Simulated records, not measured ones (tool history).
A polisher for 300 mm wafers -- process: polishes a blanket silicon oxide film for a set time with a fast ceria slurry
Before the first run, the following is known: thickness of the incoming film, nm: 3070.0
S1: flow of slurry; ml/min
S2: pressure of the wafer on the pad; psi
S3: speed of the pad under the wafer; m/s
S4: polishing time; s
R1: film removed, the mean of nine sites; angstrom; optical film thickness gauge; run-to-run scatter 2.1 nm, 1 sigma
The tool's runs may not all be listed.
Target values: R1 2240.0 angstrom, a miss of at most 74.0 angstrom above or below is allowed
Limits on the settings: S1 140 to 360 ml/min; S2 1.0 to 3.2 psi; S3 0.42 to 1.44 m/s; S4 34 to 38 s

run,hour,S1,S2,S3,S4,R1
1,0.0,230,2.1,0.92,38,4149.7
2,4.5,230,2.1,0.92,38,4186.5
3,13.1,230,2.1,0.82,38,3794.3
4,17.3,230,2.1,0.74,38,3437.7
5,19.2,195,2.1,0.74,38,3469.6
6,24.5,195,2.0,0.74,38,3276.2
7,29.4,195,1.9,0.74,38,3147.7
8,36.5,195,1.8,0.74,38,2983.1
9,40.6,195,1.7,0.74,38,2793.6

5 candidate next runs follow, results not yet known. Just one meets every target within its allowed miss. Identify it.
A,44.7,215,1.3,0.76,37,?
B,44.7,150,2.3,0.70,37,?
C,44.7,200,1.4,0.86,34,?
D,44.7,160,2.1,0.80,38,?
E,44.7,225,1.3,0.72,34,?

move,R1
A,2238.9
B,3294.5
C,2386.9
D,3487.3
E,1987.8
A: all results in spec
B: lands further from the targets than the last run did
C: closes in on the targets versus the last run, not all within tolerance yet
D: lands further from the targets than the last run did
E: pushes the last run's worst result past its target
Move A is the one to make.
